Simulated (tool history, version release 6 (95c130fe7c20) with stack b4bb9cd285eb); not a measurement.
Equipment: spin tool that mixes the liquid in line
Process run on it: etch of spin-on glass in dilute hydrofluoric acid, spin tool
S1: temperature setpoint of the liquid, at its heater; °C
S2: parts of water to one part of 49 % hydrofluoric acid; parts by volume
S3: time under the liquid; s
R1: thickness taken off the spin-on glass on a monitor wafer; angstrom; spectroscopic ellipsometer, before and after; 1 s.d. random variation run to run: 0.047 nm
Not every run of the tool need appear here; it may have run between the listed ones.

{"run": 1, "hour": 0.0, "S1": 22, "S2": 225, "S3": 55, "R1": 70.612}
{"run": 2, "hour": 5.6, "S1": 21, "S2": 225, "S3": 55, "R1": 67.531}
{"run": 3, "hour": 13.2, "S1": 20.5, "S2": 225, "S3": 55, "R1": 66.176}
{"run": 4, "hour": 19.8, "S1": 20, "S2": 225, "S3": 55, "R1": 64.63}
{"run": 5, "hour": 24.5, "S1": 19.5, "S2": 225, "S3": 55, "R1": 64.09}
{"run": 6, "hour": 27.5, "S1": 19, "S2": 225, "S3": 55, "R1": 62.683}
{"run": 7, "hour": 31.4, "S1": 18.5, "S2": 225, "S3": 55, "R1": 61.519}

What does the tool deliver on the next run?
{"run": 8, "hour": 39.3, "S1": 18, "S2": 225, "S3": 55, "R1": "?"}

{"run 8": {"R1": 60.838}}
